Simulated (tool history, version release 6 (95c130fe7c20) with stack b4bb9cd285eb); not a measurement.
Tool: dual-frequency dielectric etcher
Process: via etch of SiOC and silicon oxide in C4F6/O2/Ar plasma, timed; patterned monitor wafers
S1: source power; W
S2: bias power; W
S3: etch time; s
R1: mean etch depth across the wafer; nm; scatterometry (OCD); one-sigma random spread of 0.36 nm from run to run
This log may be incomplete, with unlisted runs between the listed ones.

run 1 hour=0.0 | S1=320 S2=231 S3=82.0 | R1=89.254
run 2 hour=7.7 | S1=320 S2=231 S3=85.5 | R1=92.066
run 3 hour=14.6 | S1=290 S2=206 S3=84.5 | R1=83.910
run 4 hour=18.2 | S1=270 S2=191 S3=84.0 | R1=79.912
run 5 hour=19.3 | S1=240 S2=191 S3=84.0 | R1=77.473
run 6 hour=23.2 | S1=240 S2=225 S3=84.0 | R1=83.966

Expected results for the next run?
run 7 hour=29.9 | S1=200 S2=179 S3=82.0 | R1=?

Run 7 came out at R1 70.221 nm.
